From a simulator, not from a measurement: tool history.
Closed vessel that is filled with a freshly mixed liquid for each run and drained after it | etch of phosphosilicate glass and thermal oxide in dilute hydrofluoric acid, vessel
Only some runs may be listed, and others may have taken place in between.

run    day  temperature setpoint of the liquid (°C)  parts of water to one part of 49 % hydrofluoric acid (parts by volume)  time in the liquid (s)  thickness taken off the phosphosilicate glass on a monitor wafer (nm)  thickness taken off the thermal oxide on a monitor wafer (nm)
  1      0                                       23                                                                     125                      60                                                                 52.893                                                         2.0579
  2  0.038                                     21.5                                                                     145                      60                                                                 41.523                                                         1.6215
  3  0.154                                     20.5                                                                     160                      60                                                                  35.86                                                         1.4273
  4  0.521                                     17.5                                                                     160                      60                                                                  31.79                                                         1.2533
  5  0.804                                       17                                                                     160                      60                                                                 31.104                                                         1.2026
  6  1.183                                       17                                                                     175                      60                                                                 28.118                                                         1.0929
  7  1.567                                       17                                                                     185                      60                                                                  26.11                                                          1.044
  8  1.717                                       17                                                                     185                      60                                                                 26.342                                                         1.0122
  9  1.804                                       17                                                                     190                      60                                                                 25.732                                                        0.98481
 10  1.917                                       17                                                                     195                      55                                                                 22.739                                                        0.87696

What does the tool deliver on the next run?
 11  2.121                                       17                                                                     200                      55                                                                      ?                                                              ?

thickness taken off the phosphosilicate glass on a monitor wafer (nm): 22.158
thickness taken off the thermal oxide on a monitor wafer (nm): 0.86586
